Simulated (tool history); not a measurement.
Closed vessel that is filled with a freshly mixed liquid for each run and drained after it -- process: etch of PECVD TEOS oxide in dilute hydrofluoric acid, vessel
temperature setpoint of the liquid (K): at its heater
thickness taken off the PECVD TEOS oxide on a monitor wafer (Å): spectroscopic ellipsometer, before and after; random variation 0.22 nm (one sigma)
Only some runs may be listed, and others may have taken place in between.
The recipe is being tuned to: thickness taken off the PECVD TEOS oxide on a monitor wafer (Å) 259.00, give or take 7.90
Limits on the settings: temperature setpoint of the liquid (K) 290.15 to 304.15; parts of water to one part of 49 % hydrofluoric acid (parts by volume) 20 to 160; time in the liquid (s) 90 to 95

run	day	temperature setpoint of the liquid (K)	parts of water to one part of 49 % hydrofluoric acid (parts by volume)	time in the liquid (s)	thickness taken off the PECVD TEOS oxide on a monitor wafer (Å)
1	0.000	296.15	90	90	177.57
2	0.054	296.15	90	95	186.70
3	0.342	296.15	110	95	148.69
4	0.425	295.15	110	95	145.85
5	0.617	295.15	110	90	132.98
# day 0.954: thermometer replaced
6	0.954	297.65	110	90	161.86
7	1.129	298.65	110	90	166.58
8	1.162	299.65	110	90	171.78
9	1.371	300.15	105	90	186.44

Pick the move, out of 4, that brings all results within their allowed miss; only one does.
A	1.579	295.65	120	90	?
B	1.579	302.15	80	95	?
C	1.579	301.65	95	90	?
D	1.579	301.15	85	95	?

move	thickness taken off the PECVD TEOS oxide on a monitor wafer (Å)
A	131.63
B	282.70
C	216.65
D	254.21
A: the biggest miss grows against the last run
B: the result that was furthest off in the last run now lies on the other side of its target
C: nearer the targets than the last run, but a result is still out of spec
D: in spec on every target
So the answer is move D, the one that meets all the targets.
